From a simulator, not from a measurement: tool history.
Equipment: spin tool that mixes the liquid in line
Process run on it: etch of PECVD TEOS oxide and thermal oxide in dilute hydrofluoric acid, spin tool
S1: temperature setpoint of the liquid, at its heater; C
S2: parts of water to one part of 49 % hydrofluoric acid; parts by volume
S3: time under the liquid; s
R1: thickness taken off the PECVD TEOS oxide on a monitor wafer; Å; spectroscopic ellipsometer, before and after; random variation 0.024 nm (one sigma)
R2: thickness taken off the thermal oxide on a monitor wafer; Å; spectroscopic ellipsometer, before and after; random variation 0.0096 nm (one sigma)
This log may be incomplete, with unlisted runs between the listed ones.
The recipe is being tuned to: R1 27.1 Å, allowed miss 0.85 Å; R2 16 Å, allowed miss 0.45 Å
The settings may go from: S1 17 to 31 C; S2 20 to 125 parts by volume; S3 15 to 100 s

Run 1, hour 0: S1 23 C, S2 70 parts by volume, S3 50 s. Result: R1 57.386 Å, R2 34.027 Å.
Run 2, hour 8: S1 23 C, S2 85 parts by volume, S3 50 s. Result: R1 46.241 Å, R2 27.651 Å.
Run 3, hour 9.5: S1 25 C, S2 85 parts by volume, S3 50 s. Result: R1 49.764 Å, R2 29.71 Å.
Run 4, hour 13.2: S1 23 C, S2 90 parts by volume, S3 50 s. Result: R1 42.856 Å, R2 25.966 Å.
Run 5, hour 17.8: S1 22 C, S2 95 parts by volume, S3 50 s. Result: R1 39.453 Å, R2 23.478 Å.
Run 6, hour 26.5: S1 22 C, S2 115 parts by volume, S3 50 s. Result: R1 32.144 Å, R2 19.115 Å.
Run 7, hour 27.1: S1 20.5 C, S2 115 parts by volume, S3 50 s. Result: R1 29.601 Å, R2 17.764 Å.
Run 8, hour 27.9: S1 20 C, S2 115 parts by volume, S3 50 s. Result: R1 29.297 Å, R2 17.369 Å.
Run 9, hour 33.1: S1 19.5 C, S2 115 parts by volume, S3 50 s. Result: R1 28.457 Å, R2 16.992 Å.
Run 10, hour 38.3: S1 19.5 C, S2 115 parts by volume, S3 50 s. Result: R1 29.02 Å, R2 17.05 Å.
Run 11, hour 46.6: S1 19 C, S2 115 parts by volume, S3 50 s. Result: R1 27.956 Å, R2 16.845 Å.

4 next moves are on the table. One of them brings every result within its allowed miss. Which?
Run A, hour 54.9: S1 23 C, S2 95 parts by volume, S3 35 s. Result: R1 ?, R2 ?.
Run B, hour 54.9: S1 19 C, S2 110 parts by volume, S3 50 s. Result: R1 ?, R2 ?.
Run C, hour 54.9: S1 20.5 C, S2 125 parts by volume, S3 50 s. Result: R1 ?, R2 ?.
Run D, hour 54.9: S1 31 C, S2 125 parts by volume, S3 35 s. Result: R1 ?, R2 ?.

move      R1      R2
   A  28.746  17.116
   B  29.633  17.645
   C  27.273   16.24
   D  28.531  16.989
A: moves away from the targets compared with the last run
B: moves away from the targets compared with the last run
C: meets every target
D: moves away from the targets compared with the last run
Answer: C

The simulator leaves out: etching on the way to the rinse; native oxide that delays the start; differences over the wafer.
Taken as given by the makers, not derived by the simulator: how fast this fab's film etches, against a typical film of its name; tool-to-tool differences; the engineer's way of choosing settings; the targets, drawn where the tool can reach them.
